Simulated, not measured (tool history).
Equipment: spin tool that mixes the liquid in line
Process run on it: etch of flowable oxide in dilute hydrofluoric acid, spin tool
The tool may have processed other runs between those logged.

run	hour	temperature setpoint of the liquid (C)	parts of water to one part of 49 % hydrofluoric acid (parts by volume)	time under the liquid (s)	thickness taken off the flowable oxide on a monitor wafer (nm)
1	0	21	270	325	18.182
2	6.1	20.5	280	325	16.765
3	12.4	20.5	225	325	22.429
4	13.3	20.5	275	325	17.451
5	17.3	20	280	325	16.619
6	20.4	19.5	285	325	15.956
7	26.9	19	290	325	15.464

Run 8 comes next. What will it give?
8	29.6	18.5	295	325	?

Run 8 yielded thickness taken off the flowable oxide on a monitor wafer (nm) 14.83.

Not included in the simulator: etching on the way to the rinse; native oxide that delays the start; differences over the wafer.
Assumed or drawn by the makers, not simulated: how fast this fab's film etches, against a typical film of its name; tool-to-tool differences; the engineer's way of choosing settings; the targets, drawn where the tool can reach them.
